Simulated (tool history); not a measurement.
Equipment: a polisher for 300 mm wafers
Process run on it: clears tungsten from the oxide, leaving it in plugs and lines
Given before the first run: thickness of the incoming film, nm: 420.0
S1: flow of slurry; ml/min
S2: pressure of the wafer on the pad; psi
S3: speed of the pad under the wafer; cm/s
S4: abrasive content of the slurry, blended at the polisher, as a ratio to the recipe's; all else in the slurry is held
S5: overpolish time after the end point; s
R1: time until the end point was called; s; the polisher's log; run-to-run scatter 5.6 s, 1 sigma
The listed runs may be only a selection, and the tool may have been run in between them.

{"run": 1, "day": 0.0, "S1": 185, "S2": 2.5, "S3": 126, "S4": 1.0, "S5": 30, "R1": 132.55}
{"run": 2, "day": 0.262, "S1": 220, "S2": 2.5, "S3": 126, "S4": 1.0, "S5": 30, "R1": 127.59}
{"run": 3, "day": 0.375, "S1": 220, "S2": 2.5, "S3": 126, "S4": 0.9, "S5": 30, "R1": 130.51}
{"run": 4, "day": 0.583, "S1": 220, "S2": 2.5, "S3": 126, "S4": 0.8, "S5": 30, "R1": 133.0}
{"run": 5, "day": 0.833, "S1": 240, "S2": 2.5, "S3": 126, "S4": 0.8, "S5": 30, "R1": 129.62}
{"run": 6, "day": 1.0, "S1": 240, "S2": 2.5, "S3": 138, "S4": 0.8, "S5": 30, "R1": 122.06}
{"run": 7, "day": 1.146, "S1": 240, "S2": 2.3, "S3": 130, "S4": 0.8, "S5": 30, "R1": 141.78}
{"day": 1.196, "done": "slurry blender recalibrated"}
{"run": 8, "day": 1.196, "S1": 240, "S2": 2.1, "S3": 126, "S4": 0.8, "S5": 30, "R1": 149.14}
{"run": 9, "day": 1.271, "S1": 235, "S2": 1.9, "S3": 118, "S4": 0.8, "S5": 30, "R1": 171.61}
{"run": 10, "day": 1.588, "S1": 235, "S2": 1.9, "S3": 118, "S4": 0.8, "S5": 30, "R1": 176.23}
{"run": 11, "day": 1.625, "S1": 235, "S2": 1.8, "S3": 114, "S4": 0.8, "S5": 30, "R1": 186.38}
{"run": 12, "day": 1.879, "S1": 235, "S2": 1.7, "S3": 110, "S4": 0.8, "S5": 30, "R1": 206.23}
{"run": 13, "day": 1.988, "S1": 235, "S2": 1.6, "S3": 108, "S4": 0.8, "S5": 30, "R1": 221.91}

The next listed run, before its measurement:
{"run": 14, "day": 2.279, "S1": 235, "S2": 1.5, "S3": 106, "S4": 0.8, "S5": 30, "R1": "?"}

Run 14 measured R1 237.98 s.
